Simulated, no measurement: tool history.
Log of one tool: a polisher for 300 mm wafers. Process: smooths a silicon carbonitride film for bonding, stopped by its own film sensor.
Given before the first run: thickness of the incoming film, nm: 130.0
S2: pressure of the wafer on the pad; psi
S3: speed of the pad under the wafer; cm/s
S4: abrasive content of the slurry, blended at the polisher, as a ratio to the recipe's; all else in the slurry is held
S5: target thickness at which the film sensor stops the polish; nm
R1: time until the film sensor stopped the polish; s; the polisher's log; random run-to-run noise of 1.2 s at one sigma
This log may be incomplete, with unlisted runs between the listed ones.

run 1 day=0.000 | flow_of_slurry_(ml/min)=185 S2=1.4 S3=108 S4=1.0 S5=114 | R1=87.702
run 2 day=0.358 | flow_of_slurry_(ml/min)=180 S2=1.2 S3=108 S4=1.0 S5=114 | R1=101.440
run 3 day=0.612 | flow_of_slurry_(ml/min)=180 S2=1.2 S3=132 S4=1.0 S5=114 | R1=89.732
run 4 day=0.904 | flow_of_slurry_(ml/min)=180 S2=1.2 S3=150 S4=1.0 S5=114 | R1=79.961
run 5 day=0.992 | flow_of_slurry_(ml/min)=175 S2=1.0 S3=146 S4=1.0 S5=114 | R1=100.040
run 6 day=1.321 | flow_of_slurry_(ml/min)=170 S2=0.9 S3=146 S4=1.0 S5=114 | R1=109.270
run 7 day=1.600 | flow_of_slurry_(ml/min)=150 S2=0.6 S3=144 S4=1.0 S5=114 | R1=166.340
run 8 day=1.696 | flow_of_slurry_(ml/min)=165 S2=0.6 S3=144 S4=1.0 S5=114 | R1=162.380
run 9 day=1.921 | flow_of_slurry_(ml/min)=215 S2=0.7 S3=144 S4=1.0 S5=114 | R1=137.500
-- day=2.050 worn pad replaced by a new one
run 10 day=2.050 | flow_of_slurry_(ml/min)=215 S2=0.7 S3=144 S4=1.0 S5=114 | R1=123.140
run 11 day=2.333 | flow_of_slurry_(ml/min)=215 S2=0.7 S3=144 S4=1.0 S5=114 | R1=125.170

Run 12, settings as shown, results not yet in. Your forecast:
run 12 day=2.554 | flow_of_slurry_(ml/min)=205 S2=0.7 S3=144 S4=1.0 S5=114 | R1=?

Run 12 measured R1 123.410 s.
